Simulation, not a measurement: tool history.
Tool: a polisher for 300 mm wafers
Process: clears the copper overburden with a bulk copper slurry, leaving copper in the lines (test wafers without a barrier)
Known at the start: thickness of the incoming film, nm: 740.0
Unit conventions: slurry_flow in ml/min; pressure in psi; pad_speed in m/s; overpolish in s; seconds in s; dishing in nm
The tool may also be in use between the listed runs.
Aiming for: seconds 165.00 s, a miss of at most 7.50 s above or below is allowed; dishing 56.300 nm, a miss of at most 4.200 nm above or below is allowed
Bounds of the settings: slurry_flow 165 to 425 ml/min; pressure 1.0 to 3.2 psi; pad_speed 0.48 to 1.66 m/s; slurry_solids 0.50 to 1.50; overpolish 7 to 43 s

run 1 hour=0.0 | slurry_flow=275 pressure=2.1 pad_speed=1.06 slurry_solids=1.00 overpolish=22 | seconds=118.73 dishing=71.202
run 2 hour=8.0 | slurry_flow=275 pressure=1.9 pad_speed=1.06 slurry_solids=1.00 overpolish=22 | seconds=129.47 dishing=65.083
run 3 hour=12.0 | slurry_flow=275 pressure=2.2 pad_speed=1.06 slurry_solids=1.00 overpolish=22 | seconds=114.34 dishing=73.306
run 4 hour=16.7 | slurry_flow=275 pressure=1.9 pad_speed=1.04 slurry_solids=1.00 overpolish=23 | seconds=136.74 dishing=63.555
run 5 hour=21.8 | slurry_flow=275 pressure=1.8 pad_speed=1.04 slurry_solids=1.00 overpolish=24 | seconds=140.16 dishing=64.624
run 6 hour=27.4 | slurry_flow=275 pressure=1.8 pad_speed=1.18 slurry_solids=1.00 overpolish=24 | seconds=124.88 dishing=68.643
run 7 hour=30.6 | slurry_flow=275 pressure=1.6 pad_speed=1.18 slurry_solids=1.00 overpolish=25 | seconds=139.47 dishing=63.801
run 8 hour=35.5 | slurry_flow=275 pressure=1.5 pad_speed=1.18 slurry_solids=1.00 overpolish=25 | seconds=146.34 dishing=61.909
run 9 hour=40.2 | slurry_flow=275 pressure=1.2 pad_speed=1.18 slurry_solids=1.00 overpolish=25 | seconds=179.38 dishing=54.957
run 10 hour=41.0 | slurry_flow=275 pressure=1.2 pad_speed=1.18 slurry_solids=1.00 overpolish=25 | seconds=181.33 dishing=52.284

4 next moves are on the table. One of them brings every result within its allowed miss. Which?
run A hour=41.8 | slurry_flow=320 pressure=1.1 pad_speed=1.12 slurry_solids=1.30 overpolish=26 | seconds=? dishing=?
run B hour=41.8 | slurry_flow=300 pressure=1.4 pad_speed=1.26 slurry_solids=0.95 overpolish=27 | seconds=? dishing=?
run C hour=41.8 | slurry_flow=425 pressure=1.4 pad_speed=0.98 slurry_solids=1.00 overpolish=23 | seconds=? dishing=?
run D hour=41.8 | slurry_flow=235 pressure=1.3 pad_speed=1.20 slurry_solids=1.15 overpolish=25 | seconds=? dishing=?

move=A seconds=191.65 dishing=50.281
move=B seconds=148.87 dishing=62.497
move=C seconds=183.35 dishing=49.818
move=D seconds=162.86 dishing=55.919
A: misses by more than the last run did
B: moves the result that the last run missed by most past its target, out the other side
C: misses by more than the last run did
D: every result within its allowed miss
Go with D: it meets all targets.
